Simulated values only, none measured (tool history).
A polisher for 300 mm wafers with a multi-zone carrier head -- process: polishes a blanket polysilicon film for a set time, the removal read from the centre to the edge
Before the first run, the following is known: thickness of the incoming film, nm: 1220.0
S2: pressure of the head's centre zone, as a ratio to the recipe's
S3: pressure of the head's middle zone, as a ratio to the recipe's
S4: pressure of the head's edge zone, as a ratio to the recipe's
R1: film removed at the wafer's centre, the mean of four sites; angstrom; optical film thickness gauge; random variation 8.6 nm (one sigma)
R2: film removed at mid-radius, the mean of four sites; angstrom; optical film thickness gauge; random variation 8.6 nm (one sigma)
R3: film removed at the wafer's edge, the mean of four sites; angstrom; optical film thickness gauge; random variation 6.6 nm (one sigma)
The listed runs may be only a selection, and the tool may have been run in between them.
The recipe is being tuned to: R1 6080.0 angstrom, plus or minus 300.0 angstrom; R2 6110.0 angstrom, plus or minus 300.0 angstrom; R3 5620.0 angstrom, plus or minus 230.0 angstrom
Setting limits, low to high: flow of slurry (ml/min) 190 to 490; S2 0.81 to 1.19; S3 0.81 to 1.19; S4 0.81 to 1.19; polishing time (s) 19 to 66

Run 1, hour 0.0: flow of slurry (ml/min) 315, S2 1.00, S3 1.00, S4 1.00, polishing time (s) 42. Result: R1 4094.6 angstrom, R2 3817.8 angstrom, R3 3979.7 angstrom.
Run 2, hour 2.1: flow of slurry (ml/min) 320, S2 1.01, S3 1.03, S4 1.01, polishing time (s) 45. Result: R1 4258.2 angstrom, R2 4247.1 angstrom, R3 4290.5 angstrom.
Run 3, hour 8.7: flow of slurry (ml/min) 325, S2 1.04, S3 1.04, S4 1.00, polishing time (s) 48. Result: R1 4650.7 angstrom, R2 4480.7 angstrom, R3 4460.2 angstrom.
Run 4, hour 17.6: flow of slurry (ml/min) 325, S2 1.04, S3 1.12, S4 1.00, polishing time (s) 48. Result: R1 4639.7 angstrom, R2 4729.1 angstrom, R3 4562.9 angstrom.
Run 5, hour 22.8: flow of slurry (ml/min) 330, S2 1.05, S3 1.13, S4 1.00, polishing time (s) 50. Result: R1 5096.5 angstrom, R2 5104.0 angstrom, R3 4704.2 angstrom.
Run 6, hour 30.0: flow of slurry (ml/min) 330, S2 1.13, S3 1.13, S4 1.00, polishing time (s) 50. Result: R1 5295.1 angstrom, R2 5182.3 angstrom, R3 4667.9 angstrom.
Run 7, hour 37.8: flow of slurry (ml/min) 330, S2 1.13, S3 1.14, S4 1.02, polishing time (s) 51. Result: R1 5482.2 angstrom, R2 5150.8 angstrom, R3 4881.2 angstrom.
Run 8, hour 43.7: flow of slurry (ml/min) 330, S2 1.12, S3 1.15, S4 1.02, polishing time (s) 52. Result: R1 5664.1 angstrom, R2 5388.7 angstrom, R3 4974.9 angstrom.
Run 9, hour 48.8: flow of slurry (ml/min) 330, S2 1.10, S3 1.16, S4 1.02, polishing time (s) 53. Result: R1 5455.8 angstrom, R2 5460.2 angstrom, R3 5093.7 angstrom.
Run 10, hour 51.0: flow of slurry (ml/min) 335, S2 1.10, S3 1.17, S4 1.02, polishing time (s) 54. Result: R1 5677.3 angstrom, R2 5647.5 angstrom, R3 5098.4 angstrom.

Which of these 4 next moves meets every target?
Run A, hour 53.2: flow of slurry (ml/min) 385, S2 1.06, S3 1.19, S4 0.95, polishing time (s) 54. Result: R1 ?, R2 ?, R3 ?.
Run B, hour 53.2: flow of slurry (ml/min) 275, S2 1.13, S3 1.19, S4 1.12, polishing time (s) 57. Result: R1 ?, R2 ?, R3 ?.
Run C, hour 53.2: flow of slurry (ml/min) 410, S2 1.01, S3 1.19, S4 1.03, polishing time (s) 52. Result: R1 ?, R2 ?, R3 ?.
Run D, hour 53.2: flow of slurry (ml/min) 300, S2 1.11, S3 1.19, S4 0.95, polishing time (s) 52. Result: R1 ?, R2 ?, R3 ?.

move      R1      R2      R3
   A  5505.7  5897.2  5107.2
   B  6066.5  6101.8  5671.7
   C  5069.0  5699.2  5088.7
   D  5467.0  5597.1  4864.4
A: about as far from the targets as the last run
B: each result inside its tolerance
C: moves away from the targets compared with the last run
D: moves away from the targets compared with the last run
B is the move that brings every result within its allowed miss.

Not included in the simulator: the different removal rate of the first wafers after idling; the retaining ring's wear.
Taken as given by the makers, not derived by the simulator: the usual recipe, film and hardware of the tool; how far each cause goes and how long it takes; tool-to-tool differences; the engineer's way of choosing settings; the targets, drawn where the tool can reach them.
